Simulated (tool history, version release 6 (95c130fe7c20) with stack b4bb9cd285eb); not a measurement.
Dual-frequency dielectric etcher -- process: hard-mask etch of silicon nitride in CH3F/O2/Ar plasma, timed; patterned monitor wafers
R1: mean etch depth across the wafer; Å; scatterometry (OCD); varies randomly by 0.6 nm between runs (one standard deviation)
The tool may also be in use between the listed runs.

{"run": 1, "hour": 0.0, "source power (W)": 460, "bias power (W)": 59, "etch time (s)": 186, "R1": 1356.2}
{"run": 2, "hour": 8.9, "source power (W)": 490, "bias power (W)": 59, "etch time (s)": 186, "R1": 1380}
{"run": 3, "hour": 12.8, "source power (W)": 490, "bias power (W)": 59, "etch time (s)": 186, "R1": 1381.3}
{"run": 4, "hour": 13.7, "source power (W)": 490, "bias power (W)": 59, "etch time (s)": 186, "R1": 1383.7}
{"run": 5, "hour": 16.6, "source power (W)": 430, "bias power (W)": 57, "etch time (s)": 186, "R1": 1309.8}
{"run": 6, "hour": 18.5, "source power (W)": 480, "bias power (W)": 57, "etch time (s)": 186, "R1": 1357.4}
{"run": 7, "hour": 21.3, "source power (W)": 430, "bias power (W)": 55, "etch time (s)": 186, "R1": 1288.5}

Run 8, settings as shown, results not yet in. Your forecast:
{"run": 8, "hour": 22.6, "source power (W)": 400, "bias power (W)": 54, "etch time (s)": 186, "R1": "?"}

R1: 1257.8 Å

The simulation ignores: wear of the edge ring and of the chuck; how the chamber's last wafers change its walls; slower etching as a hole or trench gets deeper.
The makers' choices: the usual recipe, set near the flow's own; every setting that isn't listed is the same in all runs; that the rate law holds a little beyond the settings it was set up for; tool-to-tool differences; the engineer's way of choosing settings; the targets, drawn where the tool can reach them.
